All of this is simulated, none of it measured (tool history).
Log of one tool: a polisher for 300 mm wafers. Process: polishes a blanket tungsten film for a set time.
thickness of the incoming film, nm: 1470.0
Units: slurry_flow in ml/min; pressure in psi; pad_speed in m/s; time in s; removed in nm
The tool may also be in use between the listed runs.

run	hour	slurry_flow	pressure	pad_speed	slurry_solids	time	removed
1	0	255	4	1.08	1	114	696.13
2	0.8	280	4	1.08	1	114	697.27
3	8.7	280	3.6	1.08	1	114	643.57
4	9.9	280	3.3	1.08	1	114	575.35
5	11.4	280	3.1	1.08	1	114	545.55
6	18.5	275	2.9	1.08	1	114	512.13
7	24.5	245	2.2	1.08	1	114	389.45

Run 8 comes next. What will it give?
8	27.8	315	2.3	1.08	1	114	?

{"run 8": {"removed": 414.56}}
